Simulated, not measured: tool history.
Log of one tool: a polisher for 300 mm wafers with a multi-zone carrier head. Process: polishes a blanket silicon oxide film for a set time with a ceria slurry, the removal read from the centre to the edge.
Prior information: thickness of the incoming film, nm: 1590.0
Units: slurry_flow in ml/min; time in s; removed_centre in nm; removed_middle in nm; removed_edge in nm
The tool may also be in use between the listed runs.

| run | hour | slurry_flow | centre_zone | middle_zone | edge_zone | time | removed_centre | removed_middle | removed_edge |
|---|---|---|---|---|---|---|---|---|---|
| 1 | 0 | 175 | 1 | 1 | 1 | 70 | 525.7 | 529.21 | 517.66 |
| 2 | 3.6 | 175 | 1.03 | 1 | 1 | 70 | 553.17 | 539.85 | 517.94 |
| 3 | 8.3 | 170 | 0.99 | 0.97 | 0.97 | 63 | 468.42 | 466.98 | 462.94 |
| 4 | 10.5 | 170 | 1.05 | 0.97 | 0.97 | 63 | 491.75 | 472.3 | 466.23 |
| 5 | 11.9 | 170 | 0.98 | 0.97 | 0.97 | 63 | 464.05 | 479.87 | 462.42 |
| 6 | 16.1 | 160 | 0.97 | 0.93 | 0.98 | 57 | 412.45 | 409.07 | 418.14 |
| 7 | 24.6 | 150 | 0.94 | 0.91 | 0.97 | 54 | 372.2 | 377.87 | 397.04 |
| 8 | 27.9 | 145 | 0.93 | 0.9 | 0.95 | 52 | 359.44 | 358.27 | 375.86 |

Run 9, settings as shown, results not yet in. Your forecast:
| 9 | 30.7 | 125 | 0.84 | 0.87 | 0.92 | 49 | ? | ? | ? |

{"run 9": {"removed_centre": 296.76, "removed_middle": 329.97, "removed_edge": 345.31}}
